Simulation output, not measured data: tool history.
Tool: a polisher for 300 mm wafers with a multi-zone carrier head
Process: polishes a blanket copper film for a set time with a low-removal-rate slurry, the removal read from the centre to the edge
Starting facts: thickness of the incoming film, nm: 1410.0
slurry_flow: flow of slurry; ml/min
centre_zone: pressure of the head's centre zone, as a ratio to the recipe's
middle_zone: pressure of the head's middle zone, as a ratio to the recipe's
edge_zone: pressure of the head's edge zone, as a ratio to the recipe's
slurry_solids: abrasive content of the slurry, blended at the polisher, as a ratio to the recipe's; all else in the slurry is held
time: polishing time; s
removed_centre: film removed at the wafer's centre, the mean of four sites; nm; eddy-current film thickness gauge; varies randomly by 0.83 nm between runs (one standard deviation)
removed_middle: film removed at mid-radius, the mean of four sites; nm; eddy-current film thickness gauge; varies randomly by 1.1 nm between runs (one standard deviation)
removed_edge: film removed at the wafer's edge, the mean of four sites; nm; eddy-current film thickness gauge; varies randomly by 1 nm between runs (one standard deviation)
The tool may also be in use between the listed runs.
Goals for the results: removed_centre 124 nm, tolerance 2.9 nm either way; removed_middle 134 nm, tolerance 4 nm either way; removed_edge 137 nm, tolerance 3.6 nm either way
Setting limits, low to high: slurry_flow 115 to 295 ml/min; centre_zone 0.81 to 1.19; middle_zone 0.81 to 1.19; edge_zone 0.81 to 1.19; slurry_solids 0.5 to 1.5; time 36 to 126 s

Run 1, hour 0: slurry_flow 190 ml/min, centre_zone 1, middle_zone 1, edge_zone 1, slurry_solids 1, time 81 s. Result: removed_centre 167.42 nm, removed_middle 164.33 nm, removed_edge 165.32 nm.
Run 2, hour 8.2: slurry_flow 185 ml/min, centre_zone 0.98, middle_zone 0.99, edge_zone 0.98, slurry_solids 0.95, time 81 s. Result: removed_centre 162.57 nm, removed_middle 162.68 nm, removed_edge 161.45 nm.
Run 3, hour 16.8: slurry_flow 180 ml/min, centre_zone 0.96, middle_zone 0.97, edge_zone 0.97, slurry_solids 0.9, time 81 s. Result: removed_centre 158.18 nm, removed_middle 155.87 nm, removed_edge 159.51 nm.
Run 4, hour 18.2: slurry_flow 175 ml/min, centre_zone 0.94, middle_zone 0.97, edge_zone 0.96, slurry_solids 0.85, time 81 s. Result: removed_centre 152.3 nm, removed_middle 155.37 nm, removed_edge 155.21 nm.
Run 5, hour 19.2: slurry_flow 170 ml/min, centre_zone 0.92, middle_zone 0.96, edge_zone 0.95, slurry_solids 0.8, time 81 s. Result: removed_centre 147.66 nm, removed_middle 149.6 nm, removed_edge 153.6 nm.
Run 6, hour 26.7: slurry_flow 170 ml/min, centre_zone 0.92, middle_zone 0.96, edge_zone 0.95, slurry_solids 0.6, time 81 s. Result: removed_centre 140.29 nm, removed_middle 141.61 nm, removed_edge 145.62 nm.
Run 7, hour 28.5: slurry_flow 165 ml/min, centre_zone 0.91, middle_zone 0.96, edge_zone 0.94, slurry_solids 0.6, time 81 s. Result: removed_centre 135.28 nm, removed_middle 143.62 nm, removed_edge 144.12 nm.
Run 8, hour 31.1: slurry_flow 160 ml/min, centre_zone 0.91, middle_zone 0.95, edge_zone 0.94, slurry_solids 0.6, time 81 s. Result: removed_centre 135.78 nm, removed_middle 138.71 nm, removed_edge 141.1 nm.
Run 9, hour 37.8: slurry_flow 155 ml/min, centre_zone 0.9, middle_zone 0.95, edge_zone 0.94, slurry_solids 0.6, time 81 s. Result: removed_centre 133.79 nm, removed_middle 137.39 nm, removed_edge 142.68 nm.
Run 10, hour 46.6: slurry_flow 155 ml/min, centre_zone 0.9, middle_zone 0.95, edge_zone 0.94, slurry_solids 0.6, time 81 s. Result: removed_centre 132.58 nm, removed_middle 138.42 nm, removed_edge 142.2 nm.
Run 11, hour 50.6: slurry_flow 125 ml/min, centre_zone 0.86, middle_zone 0.94, edge_zone 0.91, slurry_solids 0.55, time 81 s. Result: removed_centre 115.48 nm, removed_middle 127.35 nm, removed_edge 133.03 nm.
Run 12, hour 55.9: slurry_flow 130 ml/min, centre_zone 0.86, middle_zone 0.94, edge_zone 0.91, slurry_solids 0.55, time 81 s. Result: removed_centre 117.5 nm, removed_middle 127.91 nm, removed_edge 135.15 nm.
Run 13, hour 59.1: slurry_flow 135 ml/min, centre_zone 0.86, middle_zone 0.94, edge_zone 0.91, slurry_solids 0.55, time 81 s. Result: removed_centre 119.96 nm, removed_middle 130.65 nm, removed_edge 135.22 nm.

Exactly one of the 4 candidate moves below puts every result within its allowed miss. Which one?
Run A, hour 62.3: slurry_flow 145 ml/min, centre_zone 0.86, middle_zone 0.93, edge_zone 0.87, slurry_solids 0.5, time 84 s. Result: removed_centre ?, removed_middle ?, removed_edge ?.
Run B, hour 62.3: slurry_flow 140 ml/min, centre_zone 0.86, middle_zone 0.9, edge_zone 0.9, slurry_solids 0.5, time 82 s. Result: removed_centre ?, removed_middle ?, removed_edge ?.
Run C, hour 62.3: slurry_flow 165 ml/min, centre_zone 0.83, middle_zone 1.01, edge_zone 0.92, slurry_solids 0.6, time 74 s. Result: removed_centre ?, removed_middle ?, removed_edge ?.
Run D, hour 62.3: slurry_flow 115 ml/min, centre_zone 0.86, middle_zone 0.89, edge_zone 0.95, slurry_solids 0.65, time 83 s. Result: removed_centre ?, removed_middle ?, removed_edge ?.

move  removed_centre  removed_middle  removed_edge
   A          124.15           133.7        135.16
   B          119.76           125.7        132.67
   C          113.03          134.52        127.97
   D          117.22          123.15        136.78
A: meets every target
B: lands further from the targets than the last run did
C: lands further from the targets than the last run did
D: lands further from the targets than the last run did
Correct choice: A, which meets every target
